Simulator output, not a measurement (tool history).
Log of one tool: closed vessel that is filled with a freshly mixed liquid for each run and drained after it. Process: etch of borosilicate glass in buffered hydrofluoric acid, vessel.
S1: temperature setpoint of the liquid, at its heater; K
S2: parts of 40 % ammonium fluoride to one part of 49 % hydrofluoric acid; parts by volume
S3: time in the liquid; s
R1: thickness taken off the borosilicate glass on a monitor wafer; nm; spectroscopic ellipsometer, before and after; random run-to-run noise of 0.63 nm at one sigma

{"run": 1, "day": 0.0, "S1": 297.15, "S2": 21.5, "S3": 95, "R1": 54.93}
{"run": 2, "day": 0.225, "S1": 300.65, "S2": 21.5, "S3": 95, "R1": 66.536}
{"run": 3, "day": 0.542, "S1": 300.65, "S2": 21.5, "S3": 100, "R1": 69.963}
{"run": 4, "day": 0.662, "S1": 301.65, "S2": 19, "S3": 100, "R1": 81.035}
{"run": 5, "day": 0.804, "S1": 302.15, "S2": 17, "S3": 100, "R1": 94.292}
{"run": 6, "day": 1.108, "S1": 302.65, "S2": 16, "S3": 100, "R1": 101.68}

Run 7 is up next; what results do you expect?
{"run": 7, "day": 1.412, "S1": 303.15, "S2": 15.5, "S3": 100, "R1": "?"}

{"run 7": {"R1": 107.95}}
